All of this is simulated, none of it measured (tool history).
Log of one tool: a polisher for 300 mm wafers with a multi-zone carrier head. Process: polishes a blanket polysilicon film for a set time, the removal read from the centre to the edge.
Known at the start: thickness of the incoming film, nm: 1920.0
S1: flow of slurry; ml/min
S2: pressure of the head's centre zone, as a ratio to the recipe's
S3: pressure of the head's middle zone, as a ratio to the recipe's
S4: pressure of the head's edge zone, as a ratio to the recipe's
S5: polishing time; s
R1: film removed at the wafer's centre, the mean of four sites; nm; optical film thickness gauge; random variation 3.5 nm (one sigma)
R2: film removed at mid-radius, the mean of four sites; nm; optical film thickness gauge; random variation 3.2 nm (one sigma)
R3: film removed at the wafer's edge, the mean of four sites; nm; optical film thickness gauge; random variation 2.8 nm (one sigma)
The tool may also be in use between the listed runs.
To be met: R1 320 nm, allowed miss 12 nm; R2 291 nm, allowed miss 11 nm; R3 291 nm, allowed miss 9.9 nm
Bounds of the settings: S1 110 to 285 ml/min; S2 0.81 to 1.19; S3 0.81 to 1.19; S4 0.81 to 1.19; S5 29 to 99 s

Run 1, hour 0: S1 180 ml/min, S2 1, S3 1, S4 1, S5 64 s. Result: R1 403.84 nm, R2 432.27 nm, R3 424.69 nm.
Run 2, hour 2.7: S1 180 ml/min, S2 1.02, S3 0.98, S4 0.97, S5 60 s. Result: R1 390.35 nm, R2 399.78 nm, R3 393.32 nm.
Run 3, hour 7.9: S1 180 ml/min, S2 1.02, S3 0.98, S4 0.97, S5 49 s. Result: R1 319.05 nm, R2 326.52 nm, R3 323.38 nm.
Run 4, hour 12.6: S1 175 ml/min, S2 1.03, S3 0.97, S4 0.95, S5 49 s. Result: R1 328.83 nm, R2 321.45 nm, R3 315.49 nm.
Run 5, hour 18.6: S1 165 ml/min, S2 1.03, S3 0.96, S4 0.94, S5 49 s. Result: R1 315.63 nm, R2 314.94 nm, R3 306.63 nm.
Run 6, hour 22.7: S1 140 ml/min, S2 1.03, S3 0.96, S4 0.94, S5 49 s. Result: R1 311.44 nm, R2 307.27 nm, R3 305.56 nm.
Run 7, hour 27.4: S1 140 ml/min, S2 1.03, S3 0.96, S4 0.94, S5 49 s. Result: R1 306.95 nm, R2 310.01 nm, R3 308.6 nm.
Run 8, hour 31.3: S1 140 ml/min, S2 1.04, S3 0.95, S4 0.93, S5 49 s. Result: R1 316.21 nm, R2 303.12 nm, R3 305.03 nm.
Run 9, hour 37.3: S1 140 ml/min, S2 1.04, S3 0.95, S4 0.92, S5 49 s. Result: R1 310.48 nm, R2 305.22 nm, R3 307.89 nm.

Which of these 5 next moves meets every target?
Run A, hour 43.3: S1 150 ml/min, S2 1.09, S3 0.96, S4 0.92, S5 52 s. Result: R1 ?, R2 ?, R3 ?.
Run B, hour 43.3: S1 175 ml/min, S2 1.08, S3 0.92, S4 0.9, S5 46 s. Result: R1 ?, R2 ?, R3 ?.
Run C, hour 43.3: S1 110 ml/min, S2 0.99, S3 0.81, S4 0.99, S5 53 s. Result: R1 ?, R2 ?, R3 ?.
Run D, hour 43.3: S1 110 ml/min, S2 1.04, S3 0.96, S4 0.93, S5 52 s. Result: R1 ?, R2 ?, R3 ?.
Run E, hour 43.3: S1 110 ml/min, S2 1.02, S3 0.81, S4 0.97, S5 53 s. Result: R1 ?, R2 ?, R3 ?.

move      R1      R2      R3
   A  352.45  326.26  322.38
   B  316.99   285.1  287.26
   C  306.14   273.7  327.91
   D  315.99  308.98  311.71
   E  315.49  273.66  324.72
A: further off than the last run
B: meets every target
C: further off than the last run
D: further off than the last run
E: further off than the last run
Move B is the one to make.
